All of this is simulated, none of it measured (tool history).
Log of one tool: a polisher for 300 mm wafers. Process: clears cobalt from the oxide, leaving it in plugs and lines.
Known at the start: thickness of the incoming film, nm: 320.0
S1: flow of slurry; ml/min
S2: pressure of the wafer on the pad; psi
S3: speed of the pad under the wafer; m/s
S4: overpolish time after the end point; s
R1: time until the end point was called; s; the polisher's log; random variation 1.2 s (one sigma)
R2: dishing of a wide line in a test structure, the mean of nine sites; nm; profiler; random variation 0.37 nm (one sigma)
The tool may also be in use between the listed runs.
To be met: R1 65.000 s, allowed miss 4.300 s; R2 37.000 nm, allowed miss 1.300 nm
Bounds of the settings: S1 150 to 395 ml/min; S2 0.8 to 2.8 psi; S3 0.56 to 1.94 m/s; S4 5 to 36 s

Run 1, hour 0.0: S1 250 ml/min, S2 1.8 psi, S3 1.24 m/s, S4 18 s. Result: R1 67.399 s, R2 47.825 nm.
Run 2, hour 5.1: S1 250 ml/min, S2 1.8 psi, S3 1.24 m/s, S4 21 s. Result: R1 66.342 s, R2 51.799 nm.
Run 3, hour 8.0: S1 250 ml/min, S2 1.8 psi, S3 1.24 m/s, S4 19 s. Result: R1 66.900 s, R2 48.754 nm.
Run 4, hour 11.5: S1 250 ml/min, S2 1.8 psi, S3 1.24 m/s, S4 16 s. Result: R1 69.335 s, R2 44.771 nm.
Run 5, hour 15.7: S1 250 ml/min, S2 1.8 psi, S3 1.24 m/s, S4 15 s. Result: R1 67.762 s, R2 43.352 nm.
Run 6, hour 23.5: S1 250 ml/min, S2 1.8 psi, S3 1.10 m/s, S4 15 s. Result: R1 73.051 s, R2 42.159 nm.
Run 7, hour 24.5: S1 250 ml/min, S2 2.0 psi, S3 1.14 m/s, S4 7 s. Result: R1 65.982 s, R2 27.384 nm.
Run 8, hour 26.2: S1 250 ml/min, S2 2.0 psi, S3 1.14 m/s, S4 7 s. Result: R1 64.013 s, R2 27.939 nm.
Run 9, hour 35.0: S1 250 ml/min, S2 1.9 psi, S3 1.20 m/s, S4 8 s. Result: R1 64.850 s, R2 29.595 nm.
Run 10, hour 39.3: S1 250 ml/min, S2 1.9 psi, S3 1.24 m/s, S4 9 s. Result: R1 64.780 s, R2 32.755 nm.
Run 11, hour 41.3: S1 250 ml/min, S2 1.9 psi, S3 1.26 m/s, S4 9 s. Result: R1 60.548 s, R2 33.268 nm.
Run 12, hour 49.3: S1 250 ml/min, S2 1.9 psi, S3 1.28 m/s, S4 9 s. Result: R1 61.279 s, R2 32.456 nm.
Run 13, hour 56.6: S1 250 ml/min, S2 1.9 psi, S3 1.30 m/s, S4 9 s. Result: R1 63.119 s, R2 33.979 nm.
Run 14, hour 63.2: S1 250 ml/min, S2 1.9 psi, S3 1.32 m/s, S4 9 s. Result: R1 61.853 s, R2 32.989 nm.
Run 15, hour 67.2: S1 250 ml/min, S2 1.9 psi, S3 1.32 m/s, S4 9 s. Result: R1 62.158 s, R2 33.822 nm.
Run 16, hour 70.7: S1 250 ml/min, S2 1.9 psi, S3 1.34 m/s, S4 9 s. Result: R1 60.489 s, R2 33.973 nm.
Run 17, hour 78.9: S1 250 ml/min, S2 1.9 psi, S3 1.36 m/s, S4 9 s. Result: R1 60.592 s, R2 33.831 nm.
Run 18, hour 79.6: S1 250 ml/min, S2 1.9 psi, S3 1.38 m/s, S4 9 s. Result: R1 59.078 s, R2 34.049 nm.
Run 19, hour 82.9: S1 250 ml/min, S2 1.9 psi, S3 1.40 m/s, S4 9 s. Result: R1 58.545 s, R2 34.585 nm.

Which of these 4 next moves meets every target?
Run A, hour 86.2: S1 225 ml/min, S2 2.1 psi, S3 1.40 m/s, S4 9 s. Result: R1 ?, R2 ?.
Run B, hour 86.2: S1 240 ml/min, S2 2.0 psi, S3 1.12 m/s, S4 11 s. Result: R1 ?, R2 ?.
Run C, hour 86.2: S1 205 ml/min, S2 1.5 psi, S3 1.36 m/s, S4 13 s. Result: R1 ?, R2 ?.
Run D, hour 86.2: S1 250 ml/min, S2 1.7 psi, S3 1.42 m/s, S4 13 s. Result: R1 ?, R2 ?.

move      R1      R2
   A  55.499  35.985
   B  66.306  36.539
   C  79.245  36.311
   D  66.730  40.274
A: brings the result that was furthest off to its target, and leaves another outside
B: meets every target
C: brings the result that was furthest off to its target, and leaves another outside
D: takes the result that was furthest off past its target
The right move is B.

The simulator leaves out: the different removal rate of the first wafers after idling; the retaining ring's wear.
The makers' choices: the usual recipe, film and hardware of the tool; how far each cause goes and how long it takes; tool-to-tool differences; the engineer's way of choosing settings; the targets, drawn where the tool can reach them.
